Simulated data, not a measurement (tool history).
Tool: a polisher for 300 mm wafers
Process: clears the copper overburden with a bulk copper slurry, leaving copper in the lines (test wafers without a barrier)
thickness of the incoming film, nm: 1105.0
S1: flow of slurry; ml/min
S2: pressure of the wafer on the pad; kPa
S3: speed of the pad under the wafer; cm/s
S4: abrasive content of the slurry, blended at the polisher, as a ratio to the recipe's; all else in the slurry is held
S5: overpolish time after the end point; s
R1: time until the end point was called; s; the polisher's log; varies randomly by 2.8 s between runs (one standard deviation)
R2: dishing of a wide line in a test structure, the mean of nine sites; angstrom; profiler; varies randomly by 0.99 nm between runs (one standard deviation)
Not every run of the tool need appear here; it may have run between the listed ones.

run 1 hour=0.0 | S1=305 S2=16.5 S3=112 S4=1.00 S5=26 | R1=121.76 R2=628.98
run 2 hour=7.2 | S1=305 S2=14.5 S3=118 S4=1.00 S5=22 | R1=125.11 R2=597.33
run 3 hour=14.3 | S1=305 S2=17.2 S3=118 S4=1.00 S5=22 | R1=109.78 R2=646.11
run 4 hour=16.1 | S1=305 S2=17.2 S3=118 S4=1.15 S5=22 | R1=104.50 R2=662.94
run 5 hour=18.3 | S1=305 S2=17.2 S3=118 S4=1.05 S5=22 | R1=106.00 R2=646.28
run 6 hour=26.0 | S1=305 S2=17.2 S3=118 S4=1.25 S5=22 | R1=101.80 R2=658.02
run 7 hour=28.4 | S1=310 S2=15.2 S3=118 S4=1.25 S5=19 | R1=114.03 R2=581.53

Run 8 has not been measured yet. What should we expect?
run 8 hour=31.4 | S1=315 S2=11.0 S3=116 S4=1.25 S5=8 | R1=? R2=?

{"run 8": {"R1": 157.47, "R2": 291.56}}
